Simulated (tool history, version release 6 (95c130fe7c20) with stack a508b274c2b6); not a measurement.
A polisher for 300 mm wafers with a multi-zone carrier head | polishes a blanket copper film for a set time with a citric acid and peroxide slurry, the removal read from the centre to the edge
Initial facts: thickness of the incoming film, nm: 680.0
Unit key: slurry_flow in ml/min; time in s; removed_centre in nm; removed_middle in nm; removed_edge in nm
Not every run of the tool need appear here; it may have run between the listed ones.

run    day  slurry_flow  centre_zone  middle_zone  edge_zone  slurry_solids  time  removed_centre  removed_middle  removed_edge
  1      0          315            1            1          1              1    43          102.99          101.78        97.137
  2  0.188          315            1            1       1.07              1    43          102.29          104.65        99.997
  3  0.546          320         1.02         0.99       1.08           1.05    44          107.99          105.21         107.2
  4  0.808          325         1.04            1       1.07            1.1    45          115.18          109.02        110.26
     0.917  -- worn pad replaced by a new one
  5  0.917          365         1.04            1       1.07            1.1    45          131.37          126.44        124.55
  6  1.117          370         1.05         0.99       1.06            1.1    45             131          124.94        120.49
  7  1.446          380         1.06         0.98       1.06            1.1    45           135.1          125.08         125.1
  8  1.638          390         1.07         0.97       1.05            1.1    45          135.71           123.1        120.67
  9  1.683          400         1.08         0.97       1.05            1.1    45          137.78          122.86        125.13
 10  1.888          410         1.09         0.97       1.04            1.1    45          138.42          123.63        123.61
 11  2.096          420          1.1         0.97       1.04            1.1    45          139.32          122.36        126.24
 12  2.371          425          1.1         0.97       1.03            1.1    45          140.83          124.07         125.4

For run 13, what comes out?
 13  2.6          430         1.11         0.97       1.03            1.1    45               ?               ?             ?

{"run 13": {"removed_centre": 142.49, "removed_middle": 125.37, "removed_edge": 125.67}}
